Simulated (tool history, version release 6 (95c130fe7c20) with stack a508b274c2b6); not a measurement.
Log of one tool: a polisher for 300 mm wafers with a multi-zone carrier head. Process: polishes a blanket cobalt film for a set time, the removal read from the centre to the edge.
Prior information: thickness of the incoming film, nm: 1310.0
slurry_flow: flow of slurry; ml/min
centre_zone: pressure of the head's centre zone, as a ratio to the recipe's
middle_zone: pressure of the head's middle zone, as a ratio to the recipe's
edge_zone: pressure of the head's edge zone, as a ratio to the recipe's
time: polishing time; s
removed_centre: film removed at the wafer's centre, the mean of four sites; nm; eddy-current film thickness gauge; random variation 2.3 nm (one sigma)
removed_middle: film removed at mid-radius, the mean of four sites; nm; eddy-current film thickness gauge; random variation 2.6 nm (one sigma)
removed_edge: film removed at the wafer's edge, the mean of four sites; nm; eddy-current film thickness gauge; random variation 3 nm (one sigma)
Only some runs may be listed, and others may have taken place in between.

run	hour	slurry_flow	centre_zone	middle_zone	edge_zone	time	removed_centre	removed_middle	removed_edge
1	0.0	160	1.00	1.00	1.00	36	235.97	235.75	231.08
2	1.9	155	0.98	1.00	1.02	36	227.50	234.41	233.25
3	7.2	155	1.02	1.00	1.02	36	235.75	238.30	233.49
4	11.3	155	1.07	1.00	1.02	36	247.74	234.34	234.66
5	14.4	155	1.07	0.91	1.02	36	242.97	213.95	236.55
6	20.2	155	1.07	0.85	1.02	36	242.42	209.01	235.21
7	26.0	155	1.04	0.87	1.04	36	234.38	213.31	243.26

Expected results for the next run?
# hour 29.8: slurry nozzle cleaned
8	29.8	155	1.02	0.89	1.05	36	?	?	?

{"run 8": {"removed_centre": 266.7, "removed_middle": 244.25, "removed_edge": 262.19}}
